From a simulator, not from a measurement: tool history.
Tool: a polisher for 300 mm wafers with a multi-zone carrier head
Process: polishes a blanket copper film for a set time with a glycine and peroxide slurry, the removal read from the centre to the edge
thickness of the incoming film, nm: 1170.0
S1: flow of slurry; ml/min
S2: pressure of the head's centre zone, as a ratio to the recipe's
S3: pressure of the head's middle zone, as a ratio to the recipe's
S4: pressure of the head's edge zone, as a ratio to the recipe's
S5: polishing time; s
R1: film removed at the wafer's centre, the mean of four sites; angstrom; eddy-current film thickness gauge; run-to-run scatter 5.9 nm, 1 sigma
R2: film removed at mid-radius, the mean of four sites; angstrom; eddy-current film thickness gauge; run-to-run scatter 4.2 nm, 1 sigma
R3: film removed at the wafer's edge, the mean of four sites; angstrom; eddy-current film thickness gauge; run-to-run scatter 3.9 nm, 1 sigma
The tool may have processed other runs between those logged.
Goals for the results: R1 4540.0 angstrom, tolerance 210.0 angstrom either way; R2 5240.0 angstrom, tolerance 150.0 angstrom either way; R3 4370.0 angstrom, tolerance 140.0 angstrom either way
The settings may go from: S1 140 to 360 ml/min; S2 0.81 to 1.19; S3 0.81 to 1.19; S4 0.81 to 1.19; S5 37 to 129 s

run,hour,S1,S2,S3,S4,S5,R1,R2,R3
1,0.0,230,1.00,1.00,1.00,83,3119.7,3295.5,3262.2
2,1.2,230,1.00,1.00,0.94,83,3180.4,3326.7,3190.8
3,4.0,240,1.01,1.03,0.95,86,3347.2,3556.1,3319.7
4,11.2,240,1.01,1.03,0.89,86,3284.1,3532.2,3176.1
5,18.8,240,1.01,1.03,0.89,78,2931.7,3202.9,2943.2
6,27.5,245,1.01,1.05,0.91,82,3128.0,3410.9,3119.7
7,33.3,295,1.01,1.15,0.97,105,4095.6,4811.7,4139.8
8,42.2,295,1.02,1.16,0.97,106,4283.0,4846.3,4147.4
9,44.9,295,1.02,1.16,0.97,107,4189.6,4974.0,4250.8
10,46.0,295,1.03,1.16,0.97,107,4181.7,4952.4,4247.9

Of the 4 settings listed for the next run, only one would bring every result within its allowed miss of target. Which one?
A,47.1,330,1.03,1.13,0.87,114,?,?,?
B,47.1,285,0.98,1.19,0.81,120,?,?,?
C,47.1,315,1.00,1.18,0.97,103,?,?,?
D,47.1,345,1.12,1.11,0.85,115,?,?,?

move,R1,R2,R3
A,4479.5,5217.9,4273.2
B,4427.5,5676.8,4314.8
C,3913.9,4875.8,4046.4
D,4934.5,5199.1,4278.2
A: meets every target
B: carries the result that was furthest off beyond its target, to the other side
C: its largest miss is bigger than the last run's
D: gets the furthest-off result to its target, but another result is out of tolerance
The move that meets every target is A.
